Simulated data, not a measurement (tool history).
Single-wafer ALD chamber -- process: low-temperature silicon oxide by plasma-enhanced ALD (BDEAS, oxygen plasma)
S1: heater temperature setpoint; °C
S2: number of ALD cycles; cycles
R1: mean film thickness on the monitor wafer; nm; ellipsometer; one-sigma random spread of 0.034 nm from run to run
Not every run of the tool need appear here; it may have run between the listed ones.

{"run": 1, "hour": 0.0, "S1": 110, "S2": 60, "R1": 8.3969}
{"run": 2, "hour": 0.7, "S1": 110, "S2": 58, "R1": 8.0923}
{"run": 3, "hour": 9.5, "S1": 110, "S2": 63, "R1": 8.8165}
{"run": 4, "hour": 15.3, "S1": 100, "S2": 63, "R1": 8.9364}
{"run": 5, "hour": 23.4, "S1": 108, "S2": 63, "R1": 8.8359}
{"run": 6, "hour": 27.4, "S1": 108, "S2": 61, "R1": 8.499}

Run 7 has not been measured yet. What should we expect?
{"run": 7, "hour": 34.0, "S1": 108, "S2": 59, "R1": "?"}

Logged for run 7: R1 8.2621 nm.
